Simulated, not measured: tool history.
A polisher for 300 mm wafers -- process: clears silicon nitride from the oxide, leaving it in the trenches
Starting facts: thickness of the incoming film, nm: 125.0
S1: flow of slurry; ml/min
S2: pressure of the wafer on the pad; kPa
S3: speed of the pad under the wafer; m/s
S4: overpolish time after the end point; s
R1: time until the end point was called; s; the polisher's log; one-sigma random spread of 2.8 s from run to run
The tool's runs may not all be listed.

run  hour   S1    S2    S3  S4      R1
  1     0  155  18.6  1.02  23  135.09
  2   8.7  155  18.6  0.92  23  137.71
  3  10.3  155  17.2  0.92  23  149.76
  4  13.7  125  17.2  0.92  23  154.87
  5    16  140  17.2  0.92  23  152.97
  6    18  140  16.5  0.92  23  156.26
  7  24.2  140  15.9  0.92  23  163.66

Estimate the outcome of run 8 from the log above:
  8  32.3  140  15.2  0.92  23   ?

{"run 8": {"R1": 173.58}}

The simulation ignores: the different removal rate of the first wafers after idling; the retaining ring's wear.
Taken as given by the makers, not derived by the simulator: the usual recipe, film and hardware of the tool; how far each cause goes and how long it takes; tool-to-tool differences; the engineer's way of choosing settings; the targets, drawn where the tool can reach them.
